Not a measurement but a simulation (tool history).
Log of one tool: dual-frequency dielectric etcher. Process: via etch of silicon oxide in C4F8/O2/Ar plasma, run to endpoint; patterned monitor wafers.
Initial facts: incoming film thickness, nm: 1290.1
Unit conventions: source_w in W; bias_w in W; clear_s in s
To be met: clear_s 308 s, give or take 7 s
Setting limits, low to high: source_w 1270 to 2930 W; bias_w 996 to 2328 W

run  hour  source_w  bias_w  clear_s
  1     0      2100    1662   260.15
  2   0.7      1950    1621   269.34
  3   5.8      1830    1588   277.72
  4  14.1      1830    1747   270.82
  5  21.5      1720    1710   281.37
  6  28.5      1720    1956    270.7
  7  32.3      1720    1956   272.22
  8  37.1      1620    1913   278.49
  9  42.5      1550    1873   285.59
 10  48.3      1490    1854    291.4
 11  54.4      1490    1854   291.14
 12  58.8      1450    1844   295.12
 13    66      1420    1838   297.31

Below are 4 possible settings for the next run. Only one of them brings all results inside the allowed miss of their targets. Which is it?
  A  73.2      1270    1699        ?
  B  73.2      1270    1742        ?
  C  73.2      1370    1795        ?
  D  73.2      1650    1656        ?

move  clear_s
   A    322.2
   B   319.99
   C   307.17
   D   289.98
A: carries the result that was furthest off beyond its target, to the other side
B: carries the result that was furthest off beyond its target, to the other side
C: every result lands within tolerance
D: misses by more than the last run did
The right move is C.
